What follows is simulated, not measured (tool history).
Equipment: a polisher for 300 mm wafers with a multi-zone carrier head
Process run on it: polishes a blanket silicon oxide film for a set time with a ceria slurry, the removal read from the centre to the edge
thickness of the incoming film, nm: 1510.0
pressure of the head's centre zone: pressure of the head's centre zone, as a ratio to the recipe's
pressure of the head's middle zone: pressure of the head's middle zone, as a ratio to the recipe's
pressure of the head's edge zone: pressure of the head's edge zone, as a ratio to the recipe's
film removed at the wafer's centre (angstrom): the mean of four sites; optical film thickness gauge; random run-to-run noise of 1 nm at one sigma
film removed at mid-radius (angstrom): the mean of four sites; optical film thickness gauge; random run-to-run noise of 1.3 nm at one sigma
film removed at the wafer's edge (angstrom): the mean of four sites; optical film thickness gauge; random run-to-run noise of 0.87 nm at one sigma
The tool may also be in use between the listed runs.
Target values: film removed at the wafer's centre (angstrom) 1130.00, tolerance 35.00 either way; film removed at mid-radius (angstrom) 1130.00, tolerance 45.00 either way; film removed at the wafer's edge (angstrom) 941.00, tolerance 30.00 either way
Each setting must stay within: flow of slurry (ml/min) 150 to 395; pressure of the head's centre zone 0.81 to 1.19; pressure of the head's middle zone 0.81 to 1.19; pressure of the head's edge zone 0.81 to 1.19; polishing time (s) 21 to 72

run	day	flow of slurry (ml/min)	pressure of the head's centre zone	pressure of the head's middle zone	pressure of the head's edge zone	polishing time (s)	film removed at the wafer's centre (angstrom)	film removed at mid-radius (angstrom)	film removed at the wafer's edge (angstrom)
1	0.000	250	1.00	1.00	1.00	46	1858.60	1871.50	1887.40
2	0.150	250	1.00	1.00	1.00	53	2137.20	2138.30	2112.50
3	0.321	250	1.00	0.93	1.00	53	2089.10	2031.00	2104.20
4	0.571	225	1.00	0.93	1.00	53	2126.70	2043.10	2113.20
5	0.604	205	1.00	0.95	0.95	44	1745.70	1663.80	1683.70
6	0.767	190	1.01	1.00	0.91	38	1514.00	1468.50	1434.40
7	0.888	185	1.03	1.05	0.88	34	1371.30	1398.30	1242.00
8	1.133	185	1.08	1.06	0.81	22	915.04	920.30	781.67
9	1.325	185	1.10	1.09	0.86	22	952.25	933.13	806.04
10	1.421	185	1.11	1.11	0.88	23	991.20	987.37	861.81
11	1.721	190	1.13	1.13	0.88	24	1051.80	1071.30	898.20
12	1.858	200	1.15	1.14	0.89	24	1066.40	1050.40	897.74
13	1.971	210	1.16	1.15	0.90	24	1087.70	1074.20	898.69
14	2.238	220	1.16	1.16	0.91	24	1098.90	1074.00	908.75

Which single option among these 4 for the next run brings every result within its allowed miss of target? Just one does.
A	2.504	225	1.19	1.14	0.91	23	?	?	?
B	2.504	235	1.16	1.19	0.94	24	?	?	?
C	2.504	195	1.11	1.19	0.89	24	?	?	?
D	2.504	245	1.14	0.98	0.86	25	?	?	?

move	film removed at the wafer's centre (angstrom)	film removed at mid-radius (angstrom)	film removed at the wafer's edge (angstrom)
A	1095.10	1014.40	871.44
B	1118.30	1102.30	924.83
C	1052.50	1086.70	892.01
D	1147.10	976.09	929.67
A: lands further from the targets than the last run did
B: all results in spec
C: corrects the largest miss of the last run, while another result sits out of spec
D: lands further from the targets than the last run did
So the answer is move B, the one that meets all the targets.
